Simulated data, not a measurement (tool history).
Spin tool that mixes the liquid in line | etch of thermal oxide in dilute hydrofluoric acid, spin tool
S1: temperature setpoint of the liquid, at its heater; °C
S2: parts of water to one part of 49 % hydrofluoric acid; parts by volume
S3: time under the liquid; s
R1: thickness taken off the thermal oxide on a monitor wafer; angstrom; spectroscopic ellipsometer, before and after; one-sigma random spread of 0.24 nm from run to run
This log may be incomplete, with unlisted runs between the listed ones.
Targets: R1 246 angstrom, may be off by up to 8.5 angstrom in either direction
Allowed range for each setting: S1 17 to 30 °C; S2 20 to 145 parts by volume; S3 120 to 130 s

{"run": 1, "day": 0.0, "S1": 22, "S2": 80, "S3": 120, "R1": 74.87}
{"run": 2, "day": 0.092, "S1": 22, "S2": 95, "S3": 120, "R1": 61.512}
{"run": 3, "day": 0.433, "S1": 24.5, "S2": 95, "S3": 120, "R1": 68.156}
{"run": 4, "day": 0.642, "S1": 25.5, "S2": 80, "S3": 120, "R1": 86.257}
{"run": 5, "day": 0.7, "S1": 26, "S2": 70, "S3": 120, "R1": 102.18}
{"run": 6, "day": 0.762, "S1": 26.5, "S2": 60, "S3": 120, "R1": 124.21}
{"run": 7, "day": 0.95, "S1": 27, "S2": 55, "S3": 120, "R1": 137.56}
{"run": 8, "day": 1.175, "S1": 27.5, "S2": 50, "S3": 120, "R1": 153.63}
{"run": 9, "day": 1.396, "S1": 28, "S2": 45, "S3": 120, "R1": 179.27}
{"run": 10, "day": 1.55, "S1": 28.5, "S2": 45, "S3": 120, "R1": 181.07}
{"run": 11, "day": 1.617, "S1": 29, "S2": 40, "S3": 120, "R1": 207.51}

Pick the move, out of 5, that brings all results within their allowed miss; only one does.
{"run": "A", "day": 1.683, "S1": 27.5, "S2": 35, "S3": 130, "R1": "?"}
{"run": "B", "day": 1.683, "S1": 29.5, "S2": 35, "S3": 130, "R1": "?"}
{"run": "C", "day": 1.683, "S1": 30, "S2": 35, "S3": 130, "R1": "?"}
{"run": "D", "day": 1.683, "S1": 27.5, "S2": 30, "S3": 120, "R1": "?"}
{"run": "E", "day": 1.683, "S1": 29.5, "S2": 40, "S3": 130, "R1": "?"}

move=A R1=246.92
move=B R1=267.63
move=C R1=273.03
move=D R1=267.89
move=E R1=232.38
A: every result within its allowed miss
B: carries the result that was furthest off beyond its target, to the other side
C: carries the result that was furthest off beyond its target, to the other side
D: carries the result that was furthest off beyond its target, to the other side
E: nearer than the last run, and not there yet
So the answer is move A, the one that meets all the targets.
